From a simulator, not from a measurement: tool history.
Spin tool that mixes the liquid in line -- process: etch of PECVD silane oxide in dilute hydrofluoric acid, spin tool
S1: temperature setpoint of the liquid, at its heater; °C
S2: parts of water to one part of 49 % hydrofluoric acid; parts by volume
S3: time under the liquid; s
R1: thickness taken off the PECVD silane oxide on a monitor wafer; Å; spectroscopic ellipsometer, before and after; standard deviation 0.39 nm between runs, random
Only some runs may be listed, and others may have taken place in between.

{"run": 1, "hour": 0.0, "S1": 20, "S2": 220, "S3": 105, "R1": 118.67}
{"run": 2, "hour": 6.4, "S1": 21.5, "S2": 220, "S3": 105, "R1": 125.27}
{"run": 3, "hour": 9.5, "S1": 21.5, "S2": 300, "S3": 105, "R1": 86.701}
{"run": 4, "hour": 14.4, "S1": 23.5, "S2": 215, "S3": 105, "R1": 140.52}
{"run": 5, "hour": 19.4, "S1": 22.5, "S2": 215, "S3": 105, "R1": 135.3}
{"run": 6, "hour": 25.4, "S1": 24, "S2": 160, "S3": 105, "R1": 207.34}
{"run": 7, "hour": 28.7, "S1": 25, "S2": 135, "S3": 105, "R1": 256.56}

The next listed run, before its measurement:
{"run": 8, "hour": 32.9, "S1": 25, "S2": 135, "S3": 105, "R1": "?"}

Run 8 produced R1 261.6 Å.

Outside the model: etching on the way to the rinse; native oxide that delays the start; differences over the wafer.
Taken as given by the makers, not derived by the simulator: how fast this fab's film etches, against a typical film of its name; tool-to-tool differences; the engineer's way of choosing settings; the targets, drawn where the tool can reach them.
